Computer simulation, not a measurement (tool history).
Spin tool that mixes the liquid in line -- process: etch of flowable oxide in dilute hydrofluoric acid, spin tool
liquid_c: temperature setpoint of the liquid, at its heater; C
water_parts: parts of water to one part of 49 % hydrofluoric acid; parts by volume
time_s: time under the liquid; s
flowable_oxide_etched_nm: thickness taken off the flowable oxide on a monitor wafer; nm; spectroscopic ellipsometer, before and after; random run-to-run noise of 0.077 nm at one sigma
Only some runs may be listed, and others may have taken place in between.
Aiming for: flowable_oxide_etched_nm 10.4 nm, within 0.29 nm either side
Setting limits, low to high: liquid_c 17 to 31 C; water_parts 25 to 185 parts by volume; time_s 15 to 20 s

run	hour	liquid_c	water_parts	time_s	flowable_oxide_etched_nm
1	0	23	105	20	3.5096
2	1.1	24	95	20	4.0623
3	7.9	21.5	95	20	3.6487
4	14.3	23	85	20	4.4473
5	17.1	23	115	20	3.2043
6	21.5	26.5	115	20	3.6113
7	27.5	27	100	20	4.3599
8	35.6	27.5	90	20	5.0283
9	36.6	28	80	20	5.8192
10	39.9	28.5	75	20	6.2999
11	41.8	29	70	20	7.002
12	46.5	29.5	65	20	7.799
13	54.7	31	45	20	12.251
14	55.7	30.5	45	20	12.052
15	61	30	45	20	11.689
16	65.5	29.5	45	20	11.602
17	67.8	29	45	20	11.305
18	68.5	28.5	45	20	11.191
19	74.5	28	45	20	10.825

Which one of the following 4 next-run settings gets every result inside its allowed miss? There is exactly one.
A	80.5	25.5	40	20	?
B	80.5	28	50	20	?
C	80.5	29.5	50	20	?
D	80.5	25.5	45	20	?

move	flowable_oxide_etched_nm
A	10.99
B	9.5892
C	10.176
D	9.701
A: moves away from the targets compared with the last run
B: pushes the last run's worst result past its target
C: every result within its allowed miss
D: pushes the last run's worst result past its target
Answer: C
